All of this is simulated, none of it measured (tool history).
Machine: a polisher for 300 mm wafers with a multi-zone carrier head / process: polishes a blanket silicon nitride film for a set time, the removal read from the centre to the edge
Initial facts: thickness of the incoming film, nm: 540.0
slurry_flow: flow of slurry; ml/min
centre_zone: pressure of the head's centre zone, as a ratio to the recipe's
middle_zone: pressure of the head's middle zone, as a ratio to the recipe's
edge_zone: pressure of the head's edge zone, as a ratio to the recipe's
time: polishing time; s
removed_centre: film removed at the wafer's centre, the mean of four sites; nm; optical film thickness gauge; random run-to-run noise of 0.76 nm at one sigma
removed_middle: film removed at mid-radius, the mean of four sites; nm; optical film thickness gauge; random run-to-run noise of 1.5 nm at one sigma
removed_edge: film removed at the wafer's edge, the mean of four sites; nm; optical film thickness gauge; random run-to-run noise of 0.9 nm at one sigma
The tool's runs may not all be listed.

{"run": 1, "hour": 0.0, "slurry_flow": 155, "centre_zone": 1, "middle_zone": 1, "edge_zone": 1, "time": 50, "removed_centre": 74.338, "removed_middle": 77.092, "removed_edge": 76.09}
{"run": 2, "hour": 5.2, "slurry_flow": 155, "centre_zone": 0.93, "middle_zone": 1, "edge_zone": 1, "time": 50, "removed_centre": 69.573, "removed_middle": 75.955, "removed_edge": 77.343}
{"run": 3, "hour": 7.8, "slurry_flow": 155, "centre_zone": 1, "middle_zone": 1, "edge_zone": 1, "time": 50, "removed_centre": 75.373, "removed_middle": 75.646, "removed_edge": 77.308}
{"run": 4, "hour": 9.3, "slurry_flow": 155, "centre_zone": 1, "middle_zone": 1.06, "edge_zone": 1, "time": 50, "removed_centre": 74.843, "removed_middle": 80.71, "removed_edge": 76.477}
{"run": 5, "hour": 12.7, "slurry_flow": 155, "centre_zone": 1, "middle_zone": 1.06, "edge_zone": 0.93, "time": 50, "removed_centre": 74.746, "removed_middle": 81.555, "removed_edge": 74.209}
{"run": 6, "hour": 19.9, "slurry_flow": 155, "centre_zone": 1, "middle_zone": 1.06, "edge_zone": 0.93, "time": 38, "removed_centre": 57.061, "removed_middle": 63.457, "removed_edge": 56.267}
{"run": 7, "hour": 23.9, "slurry_flow": 160, "centre_zone": 0.98, "middle_zone": 1.06, "edge_zone": 0.99, "time": 45, "removed_centre": 66.94, "removed_middle": 73.619, "removed_edge": 68.37}
{"run": 8, "hour": 29.2, "slurry_flow": 160, "centre_zone": 0.96, "middle_zone": 1.06, "edge_zone": 1.03, "time": 50, "removed_centre": 72.77, "removed_middle": 80.473, "removed_edge": 76.998}
{"run": 9, "hour": 33.7, "slurry_flow": 160, "centre_zone": 0.96, "middle_zone": 1.06, "edge_zone": 1.03, "time": 50, "removed_centre": 72.655, "removed_middle": 80.248, "removed_edge": 78.729}
{"run": 10, "hour": 37.3, "slurry_flow": 170, "centre_zone": 0.95, "middle_zone": 1.07, "edge_zone": 1.07, "time": 53, "removed_centre": 77.925, "removed_middle": 89.47, "removed_edge": 87.085}
{"run": 11, "hour": 43.3, "slurry_flow": 185, "centre_zone": 0.95, "middle_zone": 1.05, "edge_zone": 1.1, "time": 54, "removed_centre": 80.996, "removed_middle": 88.894, "removed_edge": 88.928}

Forecast run 12:
{"run": 12, "hour": 47.4, "slurry_flow": 180, "centre_zone": 0.95, "middle_zone": 1.05, "edge_zone": 1.12, "time": 56, "removed_centre": "?", "removed_middle": "?", "removed_edge": "?"}

{"run 12": {"removed_centre": 81.593, "removed_middle": 90.173, "removed_edge": 92.655}}
